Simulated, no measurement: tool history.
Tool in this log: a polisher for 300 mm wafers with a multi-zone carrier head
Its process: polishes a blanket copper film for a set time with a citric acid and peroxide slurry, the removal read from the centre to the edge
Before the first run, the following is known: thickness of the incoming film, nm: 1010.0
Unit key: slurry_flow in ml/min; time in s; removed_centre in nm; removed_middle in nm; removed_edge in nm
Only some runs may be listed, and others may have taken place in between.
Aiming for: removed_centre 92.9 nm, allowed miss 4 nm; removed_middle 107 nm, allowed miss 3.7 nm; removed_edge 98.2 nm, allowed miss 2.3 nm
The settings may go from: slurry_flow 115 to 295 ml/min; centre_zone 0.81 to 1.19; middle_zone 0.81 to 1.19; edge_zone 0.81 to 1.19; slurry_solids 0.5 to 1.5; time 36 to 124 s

run	hour	slurry_flow	centre_zone	middle_zone	edge_zone	slurry_solids	time	removed_centre	removed_middle	removed_edge
1	0	190	1	1	1	1	79	135.66	134.9	131.86
2	1.3	185	0.98	1	0.98	0.9	78	127.57	125.45	124.64
3	7.4	185	0.98	1	0.98	0.9	98	160.79	161.78	157.58
4	11.1	185	0.98	0.95	0.98	0.9	98	161.98	157.87	159.08
5	12.2	180	0.95	0.97	0.95	0.85	94	146.37	149.79	146.55
6	17.8	175	0.93	0.98	0.93	0.8	91	136.97	143.17	139.97
7	25.3	175	0.93	0.98	0.93	0.8	91	136.04	143.68	137.95
8	26.3	170	0.92	0.98	0.91	0.75	88	129.15	137.46	131.38
9	33.8	165	0.91	0.98	0.9	0.7	85	124.29	128.62	124.63
10	38	165	0.89	0.99	0.89	0.65	83	116.59	125.55	117.85
11	47	160	0.88	0.99	0.88	0.6	81	108.92	117.9	112.14
12	55	155	0.87	0.99	0.87	0.6	80	107.31	116.63	110.15
13	60.7	150	0.86	0.99	0.86	0.6	79	102.2	114.37	106.95
14	67.1	145	0.86	0.99	0.85	0.6	79	103.06	112.52	106.27
15	71.5	140	0.85	0.99	0.84	0.6	79	100.59	112.81	105.09

Which of these 4 next moves meets every target?
A	75.9	135	0.84	1.11	0.85	0.5	77	?	?	?
B	75.9	140	0.81	1.01	0.81	0.7	72	?	?	?
C	75.9	135	0.83	1.02	0.92	0.7	72	?	?	?
D	75.9	120	0.81	1.1	0.97	0.6	71	?	?	?

move	removed_centre	removed_middle	removed_edge
A	90.749	114.62	98.175
B	89.979	107.58	97.962
C	90.781	107.66	102.36
D	82.524	106.52	97.682
A: brings the result that was furthest off to its target, and leaves another outside
B: meets every target
C: better than the last run, though not everything is in spec
D: brings the result that was furthest off to its target, and leaves another outside
The right move is B.
